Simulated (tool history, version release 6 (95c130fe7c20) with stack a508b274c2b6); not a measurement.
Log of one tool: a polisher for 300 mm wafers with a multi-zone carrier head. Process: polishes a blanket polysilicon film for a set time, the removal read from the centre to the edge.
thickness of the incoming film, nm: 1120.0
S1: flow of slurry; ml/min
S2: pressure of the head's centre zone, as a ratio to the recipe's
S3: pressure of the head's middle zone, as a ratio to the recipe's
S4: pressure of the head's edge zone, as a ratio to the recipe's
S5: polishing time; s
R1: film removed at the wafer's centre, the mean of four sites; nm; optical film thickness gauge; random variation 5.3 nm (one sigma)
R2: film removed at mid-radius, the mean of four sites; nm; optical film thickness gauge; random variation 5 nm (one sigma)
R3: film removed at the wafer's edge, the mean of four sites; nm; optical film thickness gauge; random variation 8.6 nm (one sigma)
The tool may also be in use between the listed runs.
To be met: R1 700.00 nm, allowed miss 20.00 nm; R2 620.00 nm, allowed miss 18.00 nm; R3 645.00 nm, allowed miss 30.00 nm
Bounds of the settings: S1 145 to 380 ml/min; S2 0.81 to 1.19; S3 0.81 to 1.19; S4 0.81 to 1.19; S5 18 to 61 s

run 1 hour=0.0 | S1=245 S2=1.00 S3=1.00 S4=1.00 S5=39 | R1=402.00 R2=466.95 R3=466.69
run 2 hour=7.8 | S1=245 S2=1.00 S3=1.00 S4=1.04 S5=39 | R1=404.50 R2=465.73 R3=471.12
run 3 hour=8.5 | S1=260 S2=1.03 S3=0.99 S4=1.04 S5=41 | R1=448.42 R2=496.89 R3=510.94
run 4 hour=14.5 | S1=285 S2=1.03 S3=0.99 S4=1.04 S5=41 | R1=452.35 R2=493.67 R3=507.26
run 5 hour=22.5 | S1=315 S2=1.03 S3=0.99 S4=1.04 S5=41 | R1=451.65 R2=488.18 R3=508.30
run 6 hour=24.5 | S1=315 S2=1.09 S3=0.99 S4=1.04 S5=41 | R1=479.31 R2=503.58 R3=521.28
run 7 hour=31.4 | S1=325 S2=1.10 S3=0.97 S4=1.01 S5=43 | R1=511.64 R2=522.82 R3=530.50
run 8 hour=35.6 | S1=360 S2=1.19 S3=0.91 S4=1.03 S5=52 | R1=669.58 R2=595.93 R3=647.18
run 9 hour=41.1 | S1=360 S2=1.19 S3=0.91 S4=1.02 S5=52 | R1=674.23 R2=602.68 R3=651.71
run 10 hour=45.0 | S1=360 S2=1.19 S3=0.91 S4=1.01 S5=52 | R1=674.53 R2=593.78 R3=636.65

Which of these 5 next moves meets every target?
run A hour=48.9 | S1=335 S2=1.16 S3=0.98 S4=1.04 S5=51 | R1=? R2=? R3=?
run B hour=48.9 | S1=340 S2=1.19 S3=0.92 S4=0.94 S5=54 | R1=? R2=? R3=?
run C hour=48.9 | S1=360 S2=1.14 S3=0.95 S4=1.04 S5=53 | R1=? R2=? R3=?
run D hour=48.9 | S1=340 S2=1.14 S3=0.91 S4=1.01 S5=52 | R1=? R2=? R3=?
run E hour=48.9 | S1=355 S2=1.15 S3=0.87 S4=0.86 S5=53 | R1=? R2=? R3=?

move=A R1=632.55 R2=620.46 R3=630.53
move=B R1=687.94 R2=623.81 R3=644.07
move=C R1=649.62 R2=631.69 R3=658.29
move=D R1=634.14 R2=595.36 R3=636.95
move=E R1=654.29 R2=586.62 R3=614.71
A: brings the result that was furthest off to its target, and leaves another outside
B: meets every target
C: brings the result that was furthest off to its target, and leaves another outside
D: further off than the last run
E: further off than the last run
The right move is B.
